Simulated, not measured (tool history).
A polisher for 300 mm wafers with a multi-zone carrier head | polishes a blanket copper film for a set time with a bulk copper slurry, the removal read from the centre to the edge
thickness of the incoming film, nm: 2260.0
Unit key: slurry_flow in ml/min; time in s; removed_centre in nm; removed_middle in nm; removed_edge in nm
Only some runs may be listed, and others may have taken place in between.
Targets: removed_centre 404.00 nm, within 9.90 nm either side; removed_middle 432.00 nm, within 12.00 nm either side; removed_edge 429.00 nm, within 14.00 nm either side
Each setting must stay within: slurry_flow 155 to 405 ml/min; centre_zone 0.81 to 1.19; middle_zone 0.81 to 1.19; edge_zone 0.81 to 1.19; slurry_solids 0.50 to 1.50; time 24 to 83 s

run	hour	slurry_flow	centre_zone	middle_zone	edge_zone	slurry_solids	time	removed_centre	removed_middle	removed_edge
1	0.0	260	1.00	1.00	1.00	1.00	53	594.37	606.06	584.23
2	8.3	250	0.96	0.97	0.96	0.85	51	532.79	558.63	525.99
3	13.3	240	0.93	0.93	0.95	0.75	50	487.84	511.04	508.04
4	19.5	235	0.91	0.91	0.92	0.70	49	463.60	479.33	473.54
5	26.5	225	0.88	0.90	0.90	0.70	49	443.79	477.92	469.83
6	29.8	225	0.88	0.90	0.93	0.70	49	447.59	479.12	486.71
7	34.0	220	0.87	0.89	0.90	0.65	49	433.55	465.98	466.81
8	40.3	215	0.86	0.88	0.88	0.65	49	423.39	456.40	452.83
9	41.0	205	0.86	0.87	0.87	0.65	49	423.11	453.62	456.90
10	44.4	205	0.86	0.87	0.86	0.60	49	417.57	451.53	452.09
11	50.0	210	0.86	0.86	0.85	0.60	49	422.22	442.29	441.71

Below are 4 possible settings for the next run. Only one of them brings all results inside the allowed miss of their targets. Which is it?
A	55.6	190	0.92	0.83	0.88	0.50	52	?	?	?
B	55.6	240	0.88	0.89	0.83	0.65	47	?	?	?
C	55.6	170	0.86	0.81	0.86	0.50	53	?	?	?
D	55.6	220	0.85	0.86	0.83	0.65	47	?	?	?

move	removed_centre	removed_middle	removed_edge
A	451.87	434.61	465.66
B	423.80	447.02	439.31
C	421.93	427.89	463.90
D	404.27	431.27	435.95
A: lands further from the targets than the last run did
B: lands further from the targets than the last run did
C: lands further from the targets than the last run did
D: all results in spec
The right move is D.
